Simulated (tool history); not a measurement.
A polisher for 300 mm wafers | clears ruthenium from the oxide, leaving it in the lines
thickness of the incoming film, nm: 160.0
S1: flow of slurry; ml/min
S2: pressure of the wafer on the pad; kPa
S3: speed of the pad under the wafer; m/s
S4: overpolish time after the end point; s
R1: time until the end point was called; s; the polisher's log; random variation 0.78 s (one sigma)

run  hour   S1    S2    S3  S4      R1
  1     0  245  16.5  0.84   5  119.56
  2   2.9  250  17.9  0.84   5  111.69
  3   3.7  220  17.9  0.84   5  112.62
  4  10.3  225  18.6  0.84   5  109.84
  5  12.6  235  19.3  0.84   5  105.47
  6  16.6  240    20  0.84   5   102.5
  7  17.6  240  20.7  0.84   5   99.78

Run 8 comes next. What will it give?
  8    23  240  21.4  0.84   5   ?

{"run 8": {"R1": 96.823}}

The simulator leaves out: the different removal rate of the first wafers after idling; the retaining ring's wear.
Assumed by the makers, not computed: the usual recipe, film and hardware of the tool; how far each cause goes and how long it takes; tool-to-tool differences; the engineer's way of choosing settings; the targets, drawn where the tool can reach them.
